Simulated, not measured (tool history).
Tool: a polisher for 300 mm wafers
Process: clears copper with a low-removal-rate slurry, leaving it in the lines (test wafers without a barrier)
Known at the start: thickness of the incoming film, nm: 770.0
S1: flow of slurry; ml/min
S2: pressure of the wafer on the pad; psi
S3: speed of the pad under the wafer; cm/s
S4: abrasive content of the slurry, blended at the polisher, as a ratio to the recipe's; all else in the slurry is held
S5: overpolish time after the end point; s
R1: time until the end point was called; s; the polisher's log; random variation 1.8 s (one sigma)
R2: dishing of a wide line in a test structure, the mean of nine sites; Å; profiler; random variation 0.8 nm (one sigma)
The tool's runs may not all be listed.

run 1 day=0.000 | S1=310 S2=3.8 S3=132 S4=1.0 S5=8 | R1=201.12 R2=266.09
run 2 day=0.029 | S1=310 S2=3.8 S3=132 S4=1.0 S5=9 | R1=200.16 R2=297.27
run 3 day=0.242 | S1=310 S2=3.8 S3=120 S4=1.0 S5=9 | R1=221.26 R2=278.96
run 4 day=0.367 | S1=310 S2=4.1 S3=120 S4=1.0 S5=9 | R1=205.02 R2=288.95
run 5 day=0.667 | S1=285 S2=4.1 S3=120 S4=1.0 S5=9 | R1=203.12 R2=301.61
run 6 day=0.725 | S1=285 S2=4.1 S3=120 S4=1.2 S5=9 | R1=199.82 R2=317.33
run 7 day=0.975 | S1=285 S2=4.8 S3=122 S4=1.2 S5=8 | R1=172.96 R2=299.63
run 8 day=1.183 | S1=285 S2=4.8 S3=122 S4=1.2 S5=8 | R1=175.12 R2=312.97

Run 9 comes next. What will it give?
run 9 day=1.538 | S1=285 S2=4.9 S3=122 S4=1.2 S5=8 | R1=? R2=?

R1: 170.54 s
R2: 303.30 Å
